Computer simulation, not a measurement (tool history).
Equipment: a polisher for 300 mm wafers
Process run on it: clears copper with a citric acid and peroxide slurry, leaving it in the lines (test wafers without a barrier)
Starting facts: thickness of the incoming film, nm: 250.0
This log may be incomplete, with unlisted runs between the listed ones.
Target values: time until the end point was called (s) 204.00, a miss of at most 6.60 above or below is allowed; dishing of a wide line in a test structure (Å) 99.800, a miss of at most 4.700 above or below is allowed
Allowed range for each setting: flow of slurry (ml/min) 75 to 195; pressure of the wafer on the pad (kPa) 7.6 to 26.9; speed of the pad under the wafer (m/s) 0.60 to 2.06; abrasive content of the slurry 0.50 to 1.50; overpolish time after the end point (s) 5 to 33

run  hour  flow of slurry (ml/min)  pressure of the wafer on the pad (kPa)  speed of the pad under the wafer (m/s)  abrasive content of the slurry  overpolish time after the end point (s)  time until the end point was called (s)  dishing of a wide line in a test structure (Å)
  1   0.0                      125                                    17.2                                    1.32                            1.00                                       17                                   123.50                                         234.330
  2   2.4                      125                                    15.9                                    1.32                            1.00                                       16                                   134.38                                         207.590
  3   5.9                      125                                    14.5                                    1.32                            1.00                                       15                                   144.90                                         178.730
  4   7.0                      125                                    14.5                                    1.52                            1.00                                       15                                   126.67                                         207.900
  5  14.4                      125                                    13.1                                    1.50                            1.00                                       14                                   143.74                                         169.640
  6  18.2                      125                                    12.4                                    1.50                            1.00                                       13                                   149.03                                         150.730
  7  21.4                      120                                    11.7                                    1.50                            1.00                                       13                                   162.28                                         145.650
  8  23.2                      115                                    11.0                                    1.50                            1.00                                       12                                   171.03                                         127.540
  9  28.2                      110                                    11.0                                    1.50                            1.00                                       12                                   170.10                                         125.510
 10  36.1                      105                                    11.0                                    1.50                            1.00                                       12                                   174.51                                         125.030
 11  42.2                      100                                    11.0                                    1.50                            1.00                                       12                                   175.06                                         125.590

5 next moves are on the table. One of them brings every result within its allowed miss. Which?
  A  48.3                       75                                    15.2                                    0.98                            1.00                                       11                                        ?                                               ?
  B  48.3                       80                                    13.8                                    1.06                            0.80                                       23                                        ?                                               ?
  C  48.3                      125                                     8.3                                    1.62                            0.75                                       14                                        ?                                               ?
  D  48.3                       85                                    12.4                                    1.30                            0.90                                       10                                        ?                                               ?
  E  48.3                      130                                     9.7                                    1.28                            0.95                                       14                                        ?                                               ?

move  time until the end point was called (s)  dishing of a wide line in a test structure (Å)
   A                                   206.12                                          99.130
   B                                   219.74                                         182.180
   C                                   223.65                                         112.980
   D                                   191.36                                          96.776
   E                                   225.16                                         112.900
A: all results in spec
B: its largest miss is bigger than the last run's
C: closer than the last run, but not yet in spec
D: brings the result that was furthest off to its target, and leaves another outside
E: closer than the last run, but not yet in spec
Move A is the one to make.
